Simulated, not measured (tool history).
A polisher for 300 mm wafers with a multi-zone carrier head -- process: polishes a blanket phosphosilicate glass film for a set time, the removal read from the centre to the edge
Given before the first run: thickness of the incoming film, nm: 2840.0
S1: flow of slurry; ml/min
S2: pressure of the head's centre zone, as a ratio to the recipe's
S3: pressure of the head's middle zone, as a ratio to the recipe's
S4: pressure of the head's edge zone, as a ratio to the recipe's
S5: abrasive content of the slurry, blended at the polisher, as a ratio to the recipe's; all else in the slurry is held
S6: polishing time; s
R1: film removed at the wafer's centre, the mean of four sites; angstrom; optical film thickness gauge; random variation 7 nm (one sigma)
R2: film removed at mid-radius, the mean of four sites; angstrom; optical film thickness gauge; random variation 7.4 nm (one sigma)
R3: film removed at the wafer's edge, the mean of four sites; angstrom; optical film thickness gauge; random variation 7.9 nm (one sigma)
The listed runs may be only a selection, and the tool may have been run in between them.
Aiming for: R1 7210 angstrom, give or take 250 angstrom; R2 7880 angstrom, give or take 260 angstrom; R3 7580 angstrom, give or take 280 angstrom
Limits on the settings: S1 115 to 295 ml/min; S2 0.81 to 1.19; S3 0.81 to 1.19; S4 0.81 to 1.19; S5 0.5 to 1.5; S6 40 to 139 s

run 1 hour=0 | S1=190 S2=1 S3=1 S4=1 S5=1 S6=89 | R1=5612.5 R2=5485.6 R3=5454.4
run 2 hour=6.7 | S1=190 S2=1 S3=1 S4=1 S5=1.15 S6=89 | R1=5947.3 R2=5970.1 R3=5754
run 3 hour=7.5 | S1=225 S2=1 S3=1 S4=1 S5=1.15 S6=89 | R1=6081.3 R2=6080.1 R3=5948
run 4 hour=10.2 | S1=225 S2=1 S3=1.07 S4=1 S5=1.15 S6=89 | R1=6154.3 R2=6479.2 R3=5798
run 5 hour=17.9 | S1=235 S2=0.99 S3=1.06 S4=1.04 S5=1.25 S6=90 | R1=6366.8 R2=6753.2 R3=6277.8
run 6 hour=26.1 | S1=235 S2=0.99 S3=1.06 S4=1.04 S5=1.1 S6=90 | R1=6005.2 R2=6341.3 R3=5867.2
run 7 hour=30.5 | S1=240 S2=0.99 S3=1.06 S4=1.06 S5=1.2 S6=91 | R1=6278.7 R2=6781.1 R3=6373
run 8 hour=31.5 | S1=240 S2=0.99 S3=1.06 S4=1.06 S5=1.2 S6=91 | R1=6386.2 R2=6687.9 R3=6478

4 next moves are on the table. One of them brings every result within its allowed miss. Which?
run A hour=32.5 | S1=255 S2=1.01 S3=1.06 S4=1.03 S5=1.25 S6=97 | R1=? R2=? R3=?
run B hour=32.5 | S1=270 S2=0.97 S3=1.19 S4=0.93 S5=1.3 S6=99 | R1=? R2=? R3=?
run C hour=32.5 | S1=235 S2=0.82 S3=1.15 S4=1.15 S5=1.25 S6=99 | R1=? R2=? R3=?
run D hour=32.5 | S1=215 S2=0.97 S3=1.08 S4=1.1 S5=1.2 S6=106 | R1=? R2=? R3=?

move=A R1=7220.8 R2=7345.7 R3=6829.6
move=B R1=7306.5 R2=8487.7 R3=6783.3
move=C R1=6118.4 R2=7970.5 R3=7304.6
move=D R1=7307.2 R2=7837 R3=7443
A: moves toward the targets from the last run without getting all of them in spec
B: moves the result that the last run missed by most past its target, out the other side
C: gets the furthest-off result to its target, but another result is out of tolerance
D: hits every target within its allowed miss
Correct choice: D, which meets every target
